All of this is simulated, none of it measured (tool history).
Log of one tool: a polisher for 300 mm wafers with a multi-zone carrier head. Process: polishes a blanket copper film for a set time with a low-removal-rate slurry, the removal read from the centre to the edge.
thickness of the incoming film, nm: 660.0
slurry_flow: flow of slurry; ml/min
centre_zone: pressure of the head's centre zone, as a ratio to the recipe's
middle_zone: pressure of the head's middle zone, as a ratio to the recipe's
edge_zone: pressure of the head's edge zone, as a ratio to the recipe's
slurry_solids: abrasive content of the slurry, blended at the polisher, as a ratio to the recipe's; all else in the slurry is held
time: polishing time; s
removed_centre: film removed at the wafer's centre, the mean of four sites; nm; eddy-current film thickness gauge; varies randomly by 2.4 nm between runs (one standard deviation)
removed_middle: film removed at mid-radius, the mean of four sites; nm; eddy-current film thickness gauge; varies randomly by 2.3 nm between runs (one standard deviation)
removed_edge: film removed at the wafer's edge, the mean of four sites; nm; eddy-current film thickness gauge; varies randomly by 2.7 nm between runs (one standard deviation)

run  hour  slurry_flow  centre_zone  middle_zone  edge_zone  slurry_solids  time  removed_centre  removed_middle  removed_edge
  1   0.0          315         1.00         1.00       1.00           1.00    48          189.71          195.83        198.29
  2   4.2          315         0.99         1.02       1.04           1.15    52          208.42          225.33        230.00
  3  12.1          315         0.99         1.02       1.09           1.15    52          212.26          222.16        234.95
  4  16.5          320         0.99         1.04       1.11           1.25    54          223.99          243.96        250.40
  5  21.4          315         0.99         1.04       1.12           1.30    57          237.12          258.20        265.43
  6  22.7          315         0.99         1.04       1.18           1.30    57          240.31          256.81        274.72
  7  27.5          320         0.99         1.04       1.18           1.35    59          251.73          269.43        288.46
  8  31.3          330         0.99         1.05       1.18           1.40    60          256.67          279.35        296.35
  9  35.3          335         0.99         1.06       1.18           1.45    61          258.80          288.59        304.13
 10  42.5          340         1.00         1.07       1.18           1.45    62          268.31          296.39        308.34
 11  47.7          340         1.00         1.07       1.18           1.45    62          269.40          295.92        311.58
 12  48.8          345         1.00         1.08       1.18           1.45    62          273.18          297.74        309.83

For run 13, what comes out?
 13  54.4          350         1.00         1.08       1.18           1.45    63               ?               ?             ?

For run 13 the tool returned removed_centre 271.35 nm, removed_middle 305.41 nm, removed_edge 314.60 nm.
